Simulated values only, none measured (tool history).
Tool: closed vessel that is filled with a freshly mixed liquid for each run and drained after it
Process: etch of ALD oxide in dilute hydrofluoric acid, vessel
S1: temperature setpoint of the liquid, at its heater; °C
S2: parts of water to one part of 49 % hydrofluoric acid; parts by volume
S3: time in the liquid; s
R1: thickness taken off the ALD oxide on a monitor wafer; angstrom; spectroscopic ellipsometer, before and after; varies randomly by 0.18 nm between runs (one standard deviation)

| run | hour | S1 | S2 | S3 | R1 |
|---|---|---|---|---|---|
| 1 | 0 | 25 | 185 | 370 | 370.91 |
| 2 | 7.8 | 23 | 195 | 370 | 327.52 |
| 3 | 11.4 | 21.5 | 205 | 370 | 290.82 |
| 4 | 18.7 | 21.5 | 205 | 395 | 308.86 |
| 5 | 27.9 | 20.5 | 210 | 395 | 290.44 |
| 6 | 29.8 | 19.5 | 215 | 395 | 271.68 |

For run 7, what comes out?
| 7 | 32.9 | 19 | 220 | 395 | ? |

R1: 260.96 angstrom
